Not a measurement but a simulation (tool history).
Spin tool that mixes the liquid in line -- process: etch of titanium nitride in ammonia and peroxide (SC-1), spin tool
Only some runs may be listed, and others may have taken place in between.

run  hour  temperature setpoint of the liquid (K)  parts of water to one part of 30 % peroxide (parts by volume)  parts of 29 % ammonia solution to one part of 30 % peroxide (parts by volume)  time under the liquid (s)  thickness taken off the titanium nitride on a monitor wafer (angstrom)
  1   0.0                                  327.15                                                           18.5                                                                            0.9                        245                                                                  212.52
  2   0.8                                  324.65                                                           18.5                                                                            0.9                        245                                                                  178.43
  3   4.9                                  324.65                                                           18.5                                                                            0.6                        245                                                                  163.76
  4   5.9                                  323.65                                                           18.5                                                                            0.6                        245                                                                  156.41
  5  11.7                                  323.65                                                           18.5                                                                            0.6                        245                                                                  155.24
  6  20.2                                  323.65                                                           18.5                                                                            0.6                        265                                                                  167.83
  7  28.0                                  322.65                                                           18.5                                                                            0.6                        265                                                                  154.42

The next listed run, before its measurement:
  8  29.5                                  322.15                                                           18.5                                                                            0.6                        265                                                                       ?

thickness taken off the titanium nitride on a monitor wafer (angstrom): 149.65
